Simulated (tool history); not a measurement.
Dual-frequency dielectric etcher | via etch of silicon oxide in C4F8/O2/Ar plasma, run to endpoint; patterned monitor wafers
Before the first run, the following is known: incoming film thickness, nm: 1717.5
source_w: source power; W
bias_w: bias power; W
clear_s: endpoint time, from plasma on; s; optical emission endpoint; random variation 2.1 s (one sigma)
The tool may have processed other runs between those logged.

{"run": 1, "hour": 0.0, "source_w": 1350, "bias_w": 2129, "clear_s": 362.45}
{"run": 2, "hour": 8.1, "source_w": 1590, "bias_w": 2129, "clear_s": 345.61}
{"run": 3, "hour": 8.8, "source_w": 1500, "bias_w": 2129, "clear_s": 352.36}
{"run": 4, "hour": 13.7, "source_w": 1500, "bias_w": 2480, "clear_s": 339.94}
{"run": 5, "hour": 16.2, "source_w": 1660, "bias_w": 2480, "clear_s": 331.39}
{"run": 6, "hour": 24.3, "source_w": 1470, "bias_w": 2480, "clear_s": 339.86}
{"run": 7, "hour": 30.3, "source_w": 1320, "bias_w": 2325, "clear_s": 354.96}
{"run": 8, "hour": 36.9, "source_w": 1210, "bias_w": 2212, "clear_s": 368.06}
{"run": 9, "hour": 42.1, "source_w": 1130, "bias_w": 2160, "clear_s": 375.37}
{"run": 10, "hour": 45.8, "source_w": 1070, "bias_w": 2122, "clear_s": 385.52}
{"run": 11, "hour": 50.7, "source_w": 1040, "bias_w": 2108, "clear_s": 387.28}

Run 12, settings as shown, results not yet in. Your forecast:
{"run": 12, "hour": 56.1, "source_w": 1020, "bias_w": 2096, "clear_s": "?"}

Run 12 yielded clear_s 386.59 s.
